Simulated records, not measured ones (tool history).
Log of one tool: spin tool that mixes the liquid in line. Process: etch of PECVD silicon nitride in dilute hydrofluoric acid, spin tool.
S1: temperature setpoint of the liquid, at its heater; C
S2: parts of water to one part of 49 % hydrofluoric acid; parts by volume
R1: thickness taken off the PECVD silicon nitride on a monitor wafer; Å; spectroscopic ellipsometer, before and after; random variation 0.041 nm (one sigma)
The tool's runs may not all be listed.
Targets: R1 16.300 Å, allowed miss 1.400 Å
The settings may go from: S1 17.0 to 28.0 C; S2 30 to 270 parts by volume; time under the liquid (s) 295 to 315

{"run": 1, "hour": 0.0, "S1": 20.0, "S2": 150, "time under the liquid (s)": 295, "R1": 25.892}
{"run": 2, "hour": 2.9, "S1": 20.0, "S2": 150, "time under the liquid (s)": 315, "R1": 28.489}
{"run": 3, "hour": 4.5, "S1": 20.0, "S2": 150, "time under the liquid (s)": 295, "R1": 26.205}
{"run": 4, "hour": 8.9, "S1": 19.5, "S2": 160, "time under the liquid (s)": 295, "R1": 24.531}
{"run": 5, "hour": 11.7, "S1": 19.0, "S2": 175, "time under the liquid (s)": 295, "R1": 21.612}
{"run": 6, "hour": 14.9, "S1": 18.5, "S2": 185, "time under the liquid (s)": 295, "R1": 19.293}
{"run": 7, "hour": 18.3, "S1": 18.0, "S2": 190, "time under the liquid (s)": 295, "R1": 18.082}
{"run": 8, "hour": 23.4, "S1": 18.0, "S2": 190, "time under the liquid (s)": 295, "R1": 18.411}
{"run": 9, "hour": 24.9, "S1": 18.0, "S2": 190, "time under the liquid (s)": 295, "R1": 18.445}

4 next moves are on the table. One of them brings every result within its allowed miss. Which?
{"run": "A", "hour": 26.4, "S1": 17.0, "S2": 195, "time under the liquid (s)": 300, "R1": "?"}
{"run": "B", "hour": 26.4, "S1": 17.5, "S2": 245, "time under the liquid (s)": 295, "R1": "?"}
{"run": "C", "hour": 26.4, "S1": 17.5, "S2": 235, "time under the liquid (s)": 295, "R1": "?"}
{"run": "D", "hour": 26.4, "S1": 17.0, "S2": 240, "time under the liquid (s)": 295, "R1": "?"}

move=A R1=16.876
move=B R1=13.790
move=C R1=14.351
move=D R1=13.605
A: meets every target
B: takes the result that was furthest off past its target
C: takes the result that was furthest off past its target
D: takes the result that was furthest off past its target
The right move is A.
